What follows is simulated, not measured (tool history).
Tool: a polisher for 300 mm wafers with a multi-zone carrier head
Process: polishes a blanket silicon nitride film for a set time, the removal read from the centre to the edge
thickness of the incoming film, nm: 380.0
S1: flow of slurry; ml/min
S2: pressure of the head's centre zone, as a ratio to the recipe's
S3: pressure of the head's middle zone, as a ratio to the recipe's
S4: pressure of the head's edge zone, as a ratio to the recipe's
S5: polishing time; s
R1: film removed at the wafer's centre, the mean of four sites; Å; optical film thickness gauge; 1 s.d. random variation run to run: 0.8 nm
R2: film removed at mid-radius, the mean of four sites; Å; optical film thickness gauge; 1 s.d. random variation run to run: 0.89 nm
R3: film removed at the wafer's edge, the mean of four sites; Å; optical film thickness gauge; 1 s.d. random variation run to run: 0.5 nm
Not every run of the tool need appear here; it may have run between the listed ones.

run	hour	S1	S2	S3	S4	S5	R1	R2	R3
1	0	200	1	1	1	59	1711.6	1478.6	1590.5
2	5.6	200	1	1	0.92	59	1725.9	1505.3	1522.6
3	8.8	185	0.99	0.95	0.9	49	1402.7	1188	1243.1
4	9.4	175	0.98	0.92	0.88	43	1219.6	1037	1076.6
# hour 11.4: centre zone pressure recalibrated
5	11.4	220	0.98	0.92	0.88	43	1141.6	1048.2	1098.5
6	17.6	265	0.98	0.92	0.88	43	1143.9	1065	1114.5
7	23.2	265	0.98	0.92	0.88	43	1150.2	1072.6	1109.7

Expected results for the next run?
8	31.9	210	1.03	0.82	0.81	27	?	?	?

R1: 739.44 Å
R2: 608.21 Å
R3: 657.65 Å
